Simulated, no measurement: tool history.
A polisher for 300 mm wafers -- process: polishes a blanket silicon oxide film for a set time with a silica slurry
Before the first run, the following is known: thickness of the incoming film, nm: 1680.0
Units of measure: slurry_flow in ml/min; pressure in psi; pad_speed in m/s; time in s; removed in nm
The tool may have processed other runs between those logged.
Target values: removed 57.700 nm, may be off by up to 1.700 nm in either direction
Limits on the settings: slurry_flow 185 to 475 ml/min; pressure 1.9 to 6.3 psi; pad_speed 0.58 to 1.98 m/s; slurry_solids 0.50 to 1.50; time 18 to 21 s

Run 1, hour 0.0: slurry_flow 305 ml/min, pressure 4.1 psi, pad_speed 1.28 m/s, slurry_solids 1.00, time 21 s. Result: removed 75.753 nm.
Run 2, hour 0.6: slurry_flow 305 ml/min, pressure 4.4 psi, pad_speed 1.28 m/s, slurry_solids 1.00, time 21 s. Result: removed 79.331 nm.
Run 3, hour 4.6: slurry_flow 305 ml/min, pressure 4.1 psi, pad_speed 1.28 m/s, slurry_solids 1.00, time 21 s. Result: removed 76.037 nm.
Run 4, hour 13.2: slurry_flow 305 ml/min, pressure 3.8 psi, pad_speed 1.28 m/s, slurry_solids 1.00, time 21 s. Result: removed 73.131 nm.
Run 5, hour 14.1: slurry_flow 305 ml/min, pressure 3.5 psi, pad_speed 1.28 m/s, slurry_solids 1.00, time 21 s. Result: removed 70.416 nm.
Run 6, hour 17.9: slurry_flow 305 ml/min, pressure 3.2 psi, pad_speed 1.28 m/s, slurry_solids 1.00, time 21 s. Result: removed 66.245 nm.
Run 7, hour 22.7: slurry_flow 305 ml/min, pressure 3.0 psi, pad_speed 1.28 m/s, slurry_solids 1.00, time 21 s. Result: removed 64.301 nm.
Run 8, hour 25.3: slurry_flow 305 ml/min, pressure 2.9 psi, pad_speed 1.28 m/s, slurry_solids 1.00, time 21 s. Result: removed 63.150 nm.
Run 9, hour 29.3: slurry_flow 305 ml/min, pressure 2.8 psi, pad_speed 1.28 m/s, slurry_solids 1.00, time 21 s. Result: removed 61.951 nm.
Run 10, hour 36.3: slurry_flow 305 ml/min, pressure 2.7 psi, pad_speed 1.28 m/s, slurry_solids 1.00, time 21 s. Result: removed 61.145 nm.
Run 11, hour 42.1: slurry_flow 305 ml/min, pressure 2.6 psi, pad_speed 1.28 m/s, slurry_solids 1.00, time 21 s. Result: removed 60.208 nm.

Consider the 4 candidate settings below. Which is the only one whose results all fall within their allowed miss of target?
Run A, hour 47.9: slurry_flow 395 ml/min, pressure 2.9 psi, pad_speed 1.20 m/s, slurry_solids 1.25, time 19 s. Result: removed ?.
Run B, hour 47.9: slurry_flow 245 ml/min, pressure 2.7 psi, pad_speed 1.36 m/s, slurry_solids 1.05, time 21 s. Result: removed ?.
Run C, hour 47.9: slurry_flow 295 ml/min, pressure 2.7 psi, pad_speed 1.26 m/s, slurry_solids 0.90, time 21 s. Result: removed ?.
Run D, hour 47.9: slurry_flow 285 ml/min, pressure 2.8 psi, pad_speed 1.20 m/s, slurry_solids 1.15, time 21 s. Result: removed ?.

move  removed
   A   62.250
   B   64.576
   C   57.580
   D   63.953
A: misses by more than the last run did
B: misses by more than the last run did
C: in spec on every target
D: misses by more than the last run did
Answer: C
